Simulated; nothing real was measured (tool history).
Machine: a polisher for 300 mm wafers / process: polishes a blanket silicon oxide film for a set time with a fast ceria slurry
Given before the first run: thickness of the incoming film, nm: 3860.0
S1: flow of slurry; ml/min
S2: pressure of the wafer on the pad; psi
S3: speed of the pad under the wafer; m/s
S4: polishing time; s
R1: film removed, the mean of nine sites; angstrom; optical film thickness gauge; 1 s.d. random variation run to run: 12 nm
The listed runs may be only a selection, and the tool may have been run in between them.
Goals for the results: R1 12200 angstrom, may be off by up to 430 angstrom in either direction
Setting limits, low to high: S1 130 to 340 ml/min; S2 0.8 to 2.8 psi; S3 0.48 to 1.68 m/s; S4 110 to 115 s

run,hour,S1,S2,S3,S4,R1
1,0,220,1.8,1.08,110,14524
2,8.2,220,1.8,1.08,110,14420
3,11.8,220,2.1,1.08,110,16639
4,17.9,220,2,1.08,110,16044
5,21,190,2,1.08,110,15679
6,29.1,190,2,1.08,110,15652
7,34.9,190,1.9,1.08,110,14982
8,37.1,190,1.7,1.08,110,13443

Which one of the following 4 next-run settings gets every result inside its allowed miss? There is exactly one.
A,39.3,185,1.5,1.02,110,?
B,39.3,215,1.7,0.98,110,?
C,39.3,140,1.6,1.02,111,?
D,39.3,185,1.5,1.06,110,?

move,R1
A,11041
B,12256
C,11245
D,11460
A: moves the result that the last run missed by most past its target, out the other side
B: hits every target within its allowed miss
C: moves the result that the last run missed by most past its target, out the other side
D: moves the result that the last run missed by most past its target, out the other side
The move that meets every target is B.
